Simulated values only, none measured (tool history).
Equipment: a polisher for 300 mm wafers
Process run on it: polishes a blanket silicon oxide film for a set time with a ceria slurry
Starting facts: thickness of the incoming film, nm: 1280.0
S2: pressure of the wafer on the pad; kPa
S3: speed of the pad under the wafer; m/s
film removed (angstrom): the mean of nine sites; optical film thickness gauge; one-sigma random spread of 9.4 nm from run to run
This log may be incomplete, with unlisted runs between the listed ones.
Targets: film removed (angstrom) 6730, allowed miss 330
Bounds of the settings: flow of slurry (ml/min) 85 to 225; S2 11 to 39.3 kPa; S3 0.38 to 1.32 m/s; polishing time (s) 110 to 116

{"run": 1, "hour": 0.0, "flow of slurry (ml/min)": 145, "S2": 24.8, "S3": 0.84, "polishing time (s)": 110, "film removed (angstrom)": 4611}
{"run": 2, "hour": 6.7, "flow of slurry (ml/min)": 145, "S2": 24.8, "S3": 0.84, "polishing time (s)": 116, "film removed (angstrom)": 4834}
{"run": 3, "hour": 15.7, "flow of slurry (ml/min)": 145, "S2": 24.8, "S3": 0.84, "polishing time (s)": 116, "film removed (angstrom)": 4807.6}
{"run": 4, "hour": 23.8, "flow of slurry (ml/min)": 145, "S2": 24.8, "S3": 0.64, "polishing time (s)": 116, "film removed (angstrom)": 3934.7}
{"run": 5, "hour": 32.0, "flow of slurry (ml/min)": 175, "S2": 24.8, "S3": 0.64, "polishing time (s)": 116, "film removed (angstrom)": 3989.1}
{"run": 6, "hour": 38.7, "flow of slurry (ml/min)": 175, "S2": 28.3, "S3": 0.64, "polishing time (s)": 116, "film removed (angstrom)": 4593.3}
{"run": 7, "hour": 47.1, "flow of slurry (ml/min)": 175, "S2": 30.3, "S3": 0.64, "polishing time (s)": 116, "film removed (angstrom)": 4820.9}
{"run": 8, "hour": 54.2, "flow of slurry (ml/min)": 175, "S2": 32.4, "S3": 0.64, "polishing time (s)": 116, "film removed (angstrom)": 4934.3}
{"run": 9, "hour": 61.2, "flow of slurry (ml/min)": 175, "S2": 33.8, "S3": 0.66, "polishing time (s)": 116, "film removed (angstrom)": 5332.8}
{"run": 10, "hour": 64.8, "flow of slurry (ml/min)": 175, "S2": 35.2, "S3": 0.68, "polishing time (s)": 116, "film removed (angstrom)": 5472.5}
{"run": 11, "hour": 65.8, "flow of slurry (ml/min)": 175, "S2": 35.9, "S3": 0.7, "polishing time (s)": 116, "film removed (angstrom)": 5959.3}
{"run": 12, "hour": 73.7, "flow of slurry (ml/min)": 175, "S2": 36.5, "S3": 0.7, "polishing time (s)": 116, "film removed (angstrom)": 5873}
{"run": 13, "hour": 80.0, "flow of slurry (ml/min)": 175, "S2": 36.5, "S3": 0.7, "polishing time (s)": 116, "film removed (angstrom)": 6024}
{"run": 14, "hour": 83.4, "flow of slurry (ml/min)": 175, "S2": 37.2, "S3": 0.7, "polishing time (s)": 116, "film removed (angstrom)": 6198.6}
{"run": 15, "hour": 92.4, "flow of slurry (ml/min)": 175, "S2": 37.9, "S3": 0.7, "polishing time (s)": 116, "film removed (angstrom)": 6204.5}

Below are 4 possible settings for the next run. Only one of them brings all results inside the allowed miss of their targets. Which is it?
{"run": "A", "hour": 101.4, "flow of slurry (ml/min)": 165, "S2": 39.3, "S3": 0.58, "polishing time (s)": 116, "film removed (angstrom)": "?"}
{"run": "B", "hour": 101.4, "flow of slurry (ml/min)": 215, "S2": 36.5, "S3": 0.64, "polishing time (s)": 110, "film removed (angstrom)": "?"}
{"run": "C", "hour": 101.4, "flow of slurry (ml/min)": 160, "S2": 33.8, "S3": 0.96, "polishing time (s)": 110, "film removed (angstrom)": "?"}
{"run": "D", "hour": 101.4, "flow of slurry (ml/min)": 180, "S2": 37.9, "S3": 0.62, "polishing time (s)": 110, "film removed (angstrom)": "?"}

move=A film_removed_(angstrom)=5265.4
move=B film_removed_(angstrom)=5256.9
move=C film_removed_(angstrom)=6592.1
move=D film_removed_(angstrom)=5168.5
A: its largest miss is bigger than the last run's
B: its largest miss is bigger than the last run's
C: all results in spec
D: its largest miss is bigger than the last run's
C is the move that brings every result within its allowed miss.
